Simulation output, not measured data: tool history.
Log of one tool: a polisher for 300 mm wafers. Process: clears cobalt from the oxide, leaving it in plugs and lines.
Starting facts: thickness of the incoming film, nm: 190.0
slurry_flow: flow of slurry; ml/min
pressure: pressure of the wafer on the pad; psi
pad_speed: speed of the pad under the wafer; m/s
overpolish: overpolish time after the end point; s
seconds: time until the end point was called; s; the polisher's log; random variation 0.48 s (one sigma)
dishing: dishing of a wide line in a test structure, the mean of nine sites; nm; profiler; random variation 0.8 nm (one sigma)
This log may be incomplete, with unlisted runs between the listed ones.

{"run": 1, "hour": 0.0, "slurry_flow": 190, "pressure": 2.0, "pad_speed": 1.1, "overpolish": 12, "seconds": 44.324, "dishing": 36.875}
{"run": 2, "hour": 2.7, "slurry_flow": 190, "pressure": 2.1, "pad_speed": 1.1, "overpolish": 12, "seconds": 42.669, "dishing": 38.996}
{"run": 3, "hour": 11.7, "slurry_flow": 190, "pressure": 2.2, "pad_speed": 1.12, "overpolish": 11, "seconds": 40.414, "dishing": 38.473}
{"run": 4, "hour": 13.1, "slurry_flow": 190, "pressure": 2.2, "pad_speed": 1.34, "overpolish": 11, "seconds": 33.686, "dishing": 43.159}
{"run": 5, "hour": 14.3, "slurry_flow": 190, "pressure": 2.3, "pad_speed": 1.34, "overpolish": 11, "seconds": 30.694, "dishing": 43.315}
{"run": 6, "hour": 16.9, "slurry_flow": 190, "pressure": 2.3, "pad_speed": 1.34, "overpolish": 16, "seconds": 32.587, "dishing": 53.913}
{"run": 7, "hour": 18.8, "slurry_flow": 190, "pressure": 2.3, "pad_speed": 1.34, "overpolish": 15, "seconds": 31.742, "dishing": 50.526}
{"run": 8, "hour": 19.9, "slurry_flow": 190, "pressure": 2.3, "pad_speed": 1.34, "overpolish": 14, "seconds": 30.932, "dishing": 49.361}

The next listed run, before its measurement:
{"run": 9, "hour": 20.7, "slurry_flow": 190, "pressure": 2.3, "pad_speed": 1.34, "overpolish": 13, "seconds": "?", "dishing": "?"}

seconds: 31.618 s
dishing: 46.792 nm

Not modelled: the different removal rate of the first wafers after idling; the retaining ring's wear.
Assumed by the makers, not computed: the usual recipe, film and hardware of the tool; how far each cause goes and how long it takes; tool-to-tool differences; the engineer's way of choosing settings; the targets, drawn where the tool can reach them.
